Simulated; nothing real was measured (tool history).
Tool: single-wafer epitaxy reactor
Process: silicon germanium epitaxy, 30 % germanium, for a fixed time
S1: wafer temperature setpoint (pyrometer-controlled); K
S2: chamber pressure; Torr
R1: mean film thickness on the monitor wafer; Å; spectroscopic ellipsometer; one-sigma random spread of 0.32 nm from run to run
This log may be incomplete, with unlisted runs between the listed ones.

run 1 hour=0 | S1=878.15 S2=24.8 | R1=694.61
run 2 hour=8.2 | S1=878.15 S2=28.1 | R1=746.52
run 3 hour=15.7 | S1=873.15 S2=27.9 | R1=674.54
run 4 hour=16.9 | S1=873.15 S2=30.3 | R1=712.98
run 5 hour=20.9 | S1=873.15 S2=28.8 | R1=692.87
run 6 hour=26.8 | S1=869.15 S2=28.6 | R1=644.17

Forecast run 7:
run 7 hour=35.5 | S1=866.15 S2=28.5 | R1=?

R1: 607.9 Å
